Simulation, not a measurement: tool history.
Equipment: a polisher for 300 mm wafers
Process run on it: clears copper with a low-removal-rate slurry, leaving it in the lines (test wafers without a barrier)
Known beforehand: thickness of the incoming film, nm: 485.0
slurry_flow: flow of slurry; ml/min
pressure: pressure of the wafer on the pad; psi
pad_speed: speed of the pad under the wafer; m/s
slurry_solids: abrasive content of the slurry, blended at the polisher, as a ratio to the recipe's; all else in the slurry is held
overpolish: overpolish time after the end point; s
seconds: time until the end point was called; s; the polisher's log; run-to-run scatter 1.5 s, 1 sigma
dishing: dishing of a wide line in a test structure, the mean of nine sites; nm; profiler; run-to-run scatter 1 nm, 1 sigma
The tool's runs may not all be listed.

| run | hour | slurry_flow | pressure | pad_speed | slurry_solids | overpolish | seconds | dishing |
|---|---|---|---|---|---|---|---|---|
| 1 | 0.0 | 230 | 2.8 | 1.26 | 1.0 | 28 | 141.230 | 60.614 |
| 2 | 7.9 | 285 | 2.8 | 1.26 | 1.0 | 28 | 140.680 | 62.026 |
| 3 | 10.2 | 285 | 3.1 | 1.28 | 1.0 | 27 | 129.750 | 63.956 |
| 4 | 12.1 | 285 | 3.4 | 1.32 | 1.0 | 27 | 108.020 | 72.010 |
| 5 | 14.0 | 285 | 3.4 | 1.32 | 1.0 | 35 | 110.670 | 83.447 |
| 6 | 22.3 | 285 | 3.6 | 1.32 | 1.0 | 33 | 104.620 | 81.159 |
| 7 | 27.8 | 285 | 3.8 | 1.32 | 1.0 | 32 | 99.053 | 82.450 |
| 8 | 31.4 | 285 | 3.9 | 1.32 | 1.0 | 31 | 95.853 | 83.663 |
| 9 | 36.6 | 285 | 4.0 | 1.32 | 1.0 | 30 | 94.256 | 82.152 |

Run 10 comes next. What will it give?
| 10 | 41.4 | 285 | 4.1 | 1.32 | 1.0 | 30 | ? | ? |

{"run 10": {"seconds": 93.248, "dishing": 85.813}}
